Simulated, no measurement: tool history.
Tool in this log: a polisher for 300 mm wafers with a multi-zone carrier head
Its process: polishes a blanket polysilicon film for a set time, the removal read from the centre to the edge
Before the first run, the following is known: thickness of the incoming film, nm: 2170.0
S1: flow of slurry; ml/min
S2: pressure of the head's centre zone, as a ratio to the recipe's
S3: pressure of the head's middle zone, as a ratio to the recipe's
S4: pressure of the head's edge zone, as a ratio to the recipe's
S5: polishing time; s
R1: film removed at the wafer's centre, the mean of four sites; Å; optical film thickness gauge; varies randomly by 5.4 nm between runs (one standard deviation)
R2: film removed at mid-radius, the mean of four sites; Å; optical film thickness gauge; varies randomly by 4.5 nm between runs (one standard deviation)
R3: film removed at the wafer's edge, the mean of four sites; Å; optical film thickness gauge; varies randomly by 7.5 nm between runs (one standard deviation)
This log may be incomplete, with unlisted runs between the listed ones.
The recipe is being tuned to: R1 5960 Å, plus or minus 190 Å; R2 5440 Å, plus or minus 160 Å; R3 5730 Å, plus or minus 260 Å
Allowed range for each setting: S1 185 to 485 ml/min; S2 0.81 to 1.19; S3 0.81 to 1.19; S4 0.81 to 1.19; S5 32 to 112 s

run	hour	S1	S2	S3	S4	S5	R1	R2	R3
1	0	310	1	1	1	72	5566.8	5736.8	5680.4
2	0.6	310	1.01	0.99	1	72	5507	5549.2	5654.9
3	9.4	310	1.02	0.99	1	72	5595.7	5686.1	5680.6
4	15.9	310	0.98	0.99	1	72	5385	5715.5	5660
5	18.8	310	0.98	0.96	1	72	5469.9	5576.9	5739.4
6	25.7	310	0.98	0.96	0.94	72	5373.2	5497.5	5438.4
7	32.4	315	0.99	0.96	0.95	72	5419	5490.8	5543
8	33.4	320	1	0.96	0.95	72	5451.2	5543.7	5545.5
9	41.1	320	1.01	0.96	0.95	72	5539.4	5610.6	5584.6
10	44.4	320	1.02	0.95	0.95	72	5638.4	5469	5514.3
11	47.5	320	1.02	0.95	0.96	72	5543.2	5424.1	5647.3
# hour 53.4: worn pad replaced by a new one
12	53.4	320	1.03	0.95	0.96	72	6428.7	6172.8	6233
13	59.8	310	1.03	0.94	0.96	71	6255.1	6130.3	6133.5
14	60.4	320	1.03	0.94	0.96	71	6259.2	6096.2	6055.3
15	67.2	305	1.03	0.94	0.95	71	6193.2	6033.3	5979
16	71.6	315	1.03	0.94	0.95	70	6176.4	5961	5985.6

Pick the move, out of 4, that brings all results within their allowed miss; only one does.
A	76	400	0.96	0.9	0.99	70	?	?	?
B	76	295	0.99	0.89	1	71	?	?	?
C	76	435	1.04	0.87	0.94	65	?	?	?
D	76	340	0.95	1.08	0.91	70	?	?	?

move	R1	R2	R3
A	6060	5836.7	6276.4
B	6117	5716.2	6264.1
C	6054.7	5331.5	5715.1
D	5925.1	6519	5958.2
A: nearer than the last run, and not there yet
B: nearer than the last run, and not there yet
C: in spec on every target
D: misses by more than the last run did
The move that meets every target is C.
